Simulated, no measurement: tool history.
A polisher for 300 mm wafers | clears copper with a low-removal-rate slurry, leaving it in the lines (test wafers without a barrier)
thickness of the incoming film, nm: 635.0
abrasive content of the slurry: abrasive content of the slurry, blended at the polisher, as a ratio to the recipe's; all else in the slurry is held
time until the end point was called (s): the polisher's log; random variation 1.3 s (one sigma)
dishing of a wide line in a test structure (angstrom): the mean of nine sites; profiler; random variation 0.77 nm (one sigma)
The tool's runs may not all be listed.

run,hour,flow of slurry (ml/min),pressure of the wafer on the pad (kPa),speed of the pad under the wafer (m/s),abrasive content of the slurry,overpolish time after the end point (s),time until the end point was called (s),dishing of a wide line in a test structure (angstrom)
1,0,270,29,1.42,1,30,90.788,841.29
2,2.4,240,29,1.42,1,30,91.191,840.65
3,10.4,240,24.8,1.42,1,30,100.25,787.27
4,12,240,22.1,1.56,1,25,105.08,686.32
5,17.7,240,22.1,1.56,1,13,102.05,444.03
6,20.7,240,24.1,1.56,1.05,12,93.83,442.31
7,24.2,240,25.5,1.56,1.05,11,92.036,426.94

Run 8 comes next. What will it give?
8,31.8,240,26.9,1.56,1.05,11,?,?

{"run 8": {"time until the end point was called (s)": 86.682, "dishing of a wide line in a test structure (angstrom)": 444.44}}
